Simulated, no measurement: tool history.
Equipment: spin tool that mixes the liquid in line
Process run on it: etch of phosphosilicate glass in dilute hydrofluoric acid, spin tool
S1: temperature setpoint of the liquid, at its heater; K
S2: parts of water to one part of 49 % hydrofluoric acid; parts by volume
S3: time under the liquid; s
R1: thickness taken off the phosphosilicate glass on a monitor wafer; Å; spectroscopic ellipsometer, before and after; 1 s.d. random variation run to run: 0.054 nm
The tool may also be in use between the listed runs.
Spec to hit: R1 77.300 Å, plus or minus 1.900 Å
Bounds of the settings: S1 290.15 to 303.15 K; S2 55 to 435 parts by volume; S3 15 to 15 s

run 1 hour=0.0 | S1=295.15 S2=245 S3=15 | R1=31.794
run 2 hour=7.6 | S1=296.65 S2=225 S3=15 | R1=36.504
run 3 hour=13.5 | S1=299.15 S2=225 S3=15 | R1=40.504
run 4 hour=18.2 | S1=299.15 S2=225 S3=15 | R1=40.443
run 5 hour=18.9 | S1=299.15 S2=290 S3=15 | R1=29.665
run 6 hour=23.0 | S1=299.65 S2=260 S3=15 | R1=34.591
run 7 hour=28.9 | S1=299.65 S2=260 S3=15 | R1=34.111
run 8 hour=31.0 | S1=300.15 S2=235 S3=15 | R1=39.635
run 9 hour=34.5 | S1=300.65 S2=215 S3=15 | R1=45.049
run 10 hour=41.9 | S1=301.15 S2=200 S3=15 | R1=50.032
run 11 hour=46.8 | S1=301.65 S2=190 S3=15 | R1=54.772
run 12 hour=52.9 | S1=301.65 S2=190 S3=15 | R1=54.263
run 13 hour=61.0 | S1=301.65 S2=180 S3=15 | R1=58.925
run 14 hour=65.4 | S1=301.65 S2=175 S3=15 | R1=60.200
run 15 hour=70.2 | S1=301.65 S2=170 S3=15 | R1=62.416
run 16 hour=75.1 | S1=301.65 S2=165 S3=15 | R1=64.645
run 17 hour=78.9 | S1=301.65 S2=165 S3=15 | R1=64.521
run 18 hour=86.2 | S1=301.65 S2=160 S3=15 | R1=66.801
run 19 hour=90.7 | S1=301.65 S2=155 S3=15 | R1=69.511
run 20 hour=94.8 | S1=302.65 S2=150 S3=15 | R1=74.927

Below are 4 possible settings for the next run. Only one of them brings all results inside the allowed miss of their targets. Which is it?
run A hour=98.9 | S1=303.15 S2=160 S3=15 | R1=?
run B hour=98.9 | S1=302.15 S2=140 S3=15 | R1=?
run C hour=98.9 | S1=302.15 S2=145 S3=15 | R1=?
run D hour=98.9 | S1=300.65 S2=130 S3=15 | R1=?

move=A R1=70.906
move=B R1=80.211
move=C R1=76.945
move=D R1=82.771
A: moves away from the targets compared with the last run
B: moves the result that the last run missed by most past its target, out the other side
C: hits every target within its allowed miss
D: moves the result that the last run missed by most past its target, out the other side
Move C is the one to make.
